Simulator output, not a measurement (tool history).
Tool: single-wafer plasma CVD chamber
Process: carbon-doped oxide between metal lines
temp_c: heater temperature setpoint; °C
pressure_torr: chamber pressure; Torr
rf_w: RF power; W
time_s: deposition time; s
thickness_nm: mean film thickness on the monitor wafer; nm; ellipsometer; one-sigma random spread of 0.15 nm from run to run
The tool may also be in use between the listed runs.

Run 1, hour 0: temp_c 350 °C, pressure_torr 3.66 Torr, rf_w 480 W, time_s 6.14 s. Result: thickness_nm 27.902 nm.
Run 2, hour 7.5: temp_c 350 °C, pressure_torr 3.91 Torr, rf_w 480 W, time_s 6.14 s. Result: thickness_nm 28.033 nm.
Run 3, hour 12.7: temp_c 351 °C, pressure_torr 3.88 Torr, rf_w 470 W, time_s 6.12 s. Result: thickness_nm 27.051 nm.
Run 4, hour 17.7: temp_c 353 °C, pressure_torr 3.88 Torr, rf_w 465 W, time_s 6.12 s. Result: thickness_nm 26.985 nm.
Run 5, hour 20: temp_c 354 °C, pressure_torr 3.87 Torr, rf_w 460 W, time_s 6.11 s. Result: thickness_nm 26.553 nm.
Run 6, hour 27.4: temp_c 354 °C, pressure_torr 3.87 Torr, rf_w 460 W, time_s 6.14 s. Result: thickness_nm 26.743 nm.
At hour 36.3: thermocouple changed; heater temperature recalibrated.
Run 7, hour 36.3: temp_c 354 °C, pressure_torr 3.87 Torr, rf_w 460 W, time_s 6.14 s. Result: thickness_nm 26.648 nm.
Run 8, hour 37.1: temp_c 355 °C, pressure_torr 3.85 Torr, rf_w 455 W, time_s 6.13 s. Result: thickness_nm 26.186 nm.
Run 9, hour 40.7: temp_c 355 °C, pressure_torr 3.85 Torr, rf_w 455 W, time_s 6.13 s. Result: thickness_nm 25.966 nm.
Run 10, hour 43.6: temp_c 356 °C, pressure_torr 3.83 Torr, rf_w 455 W, time_s 6.13 s. Result: thickness_nm 25.985 nm.
Run 11, hour 49.9: temp_c 357 °C, pressure_torr 3.81 Torr, rf_w 455 W, time_s 6.13 s. Result: thickness_nm 25.999 nm.

For run 12, what comes out?
Run 12, hour 53.3: temp_c 358 °C, pressure_torr 3.79 Torr, rf_w 450 W, time_s 6.13 s. Result: thickness_nm ?.

{"run 12": {"thickness_nm": 25.706}}

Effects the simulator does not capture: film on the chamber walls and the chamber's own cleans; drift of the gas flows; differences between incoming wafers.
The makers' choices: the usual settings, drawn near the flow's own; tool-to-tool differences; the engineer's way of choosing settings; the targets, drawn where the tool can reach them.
